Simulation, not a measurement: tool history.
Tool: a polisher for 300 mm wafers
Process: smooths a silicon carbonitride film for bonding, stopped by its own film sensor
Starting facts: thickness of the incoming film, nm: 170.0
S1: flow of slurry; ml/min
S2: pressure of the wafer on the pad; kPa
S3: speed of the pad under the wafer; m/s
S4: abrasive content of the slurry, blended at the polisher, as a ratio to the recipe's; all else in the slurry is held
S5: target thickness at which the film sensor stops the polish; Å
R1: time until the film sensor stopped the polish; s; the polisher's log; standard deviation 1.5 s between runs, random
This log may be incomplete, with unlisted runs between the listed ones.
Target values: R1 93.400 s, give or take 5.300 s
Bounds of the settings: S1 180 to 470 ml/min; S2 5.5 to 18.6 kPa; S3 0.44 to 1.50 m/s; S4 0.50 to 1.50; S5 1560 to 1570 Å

| run | day | S1 | S2 | S3 | S4 | S5 | R1 |
|---|---|---|---|---|---|---|---|
| 1 | 0.000 | 300 | 11.7 | 0.96 | 1.00 | 1560 | 57.677 |
| 2 | 0.354 | 300 | 11.7 | 1.08 | 1.00 | 1560 | 56.358 |
| 3 | 0.704 | 300 | 11.7 | 0.84 | 1.00 | 1560 | 63.293 |
| 4 | 1.067 | 300 | 11.7 | 0.84 | 1.00 | 1560 | 62.926 |
| 5 | 1.354 | 300 | 10.3 | 0.82 | 1.00 | 1560 | 71.824 |
| 6 | 1.596 | 300 | 10.3 | 0.82 | 1.00 | 1560 | 70.424 |
| 7 | 1.633 | 300 | 9.7 | 0.80 | 1.00 | 1560 | 77.062 |
| 8 | 1.875 | 300 | 9.0 | 0.80 | 1.00 | 1560 | 82.712 |

Exercise: of the 5 proposed moves below, exactly one satisfies all targets within the stated allowed misses. Which move is it?
| A | 2.117 | 305 | 9.0 | 0.74 | 0.90 | 1560 | ? |
| B | 2.117 | 440 | 9.0 | 0.66 | 1.05 | 1570 | ? |
| C | 2.117 | 265 | 6.2 | 0.84 | 1.00 | 1570 | ? |
| D | 2.117 | 425 | 8.3 | 0.84 | 1.05 | 1570 | ? |
| E | 2.117 | 300 | 7.6 | 1.06 | 1.10 | 1570 | ? |

| move | R1 |
|---|---|
| A | 91.698 |
| B | 79.527 |
| C | 109.220 |
| D | 77.591 |
| E | 75.825 |
A: every result lands within tolerance
B: moves away from the targets compared with the last run
C: pushes the last run's worst result past its target
D: moves away from the targets compared with the last run
E: moves away from the targets compared with the last run
A meets every target.

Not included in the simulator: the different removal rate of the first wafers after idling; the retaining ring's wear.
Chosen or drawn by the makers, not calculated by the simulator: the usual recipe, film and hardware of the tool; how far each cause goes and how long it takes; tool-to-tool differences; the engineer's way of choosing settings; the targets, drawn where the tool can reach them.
